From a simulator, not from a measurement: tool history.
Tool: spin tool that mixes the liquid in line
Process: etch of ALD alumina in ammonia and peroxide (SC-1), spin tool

run,day,temperature setpoint of the liquid (C),parts of 29 % ammonia solution to one part of 30 % peroxide (parts by volume),time under the liquid (s),thickness taken off the ALD alumina on a monitor wafer (nm)
1,0.000,57.0,0.65,120,11.3080
2,0.312,53.0,0.65,120,9.1150
3,0.617,53.0,0.80,120,9.4631
4,0.929,53.0,1.00,120,9.5642
5,1.029,53.0,1.10,120,9.7084
6,1.375,53.0,0.95,120,9.4729
7,1.704,55.0,0.95,120,10.5710
8,2.067,56.5,0.95,120,11.3830
9,2.296,57.5,0.95,120,12.2490
10,2.475,57.5,0.95,120,12.1310
11,2.625,58.0,0.95,120,12.5270

Forecast run 12:
12,2.933,58.5,0.95,120,?

{"run 12": {"thickness taken off the ALD alumina on a monitor wafer (nm)": 12.64}}

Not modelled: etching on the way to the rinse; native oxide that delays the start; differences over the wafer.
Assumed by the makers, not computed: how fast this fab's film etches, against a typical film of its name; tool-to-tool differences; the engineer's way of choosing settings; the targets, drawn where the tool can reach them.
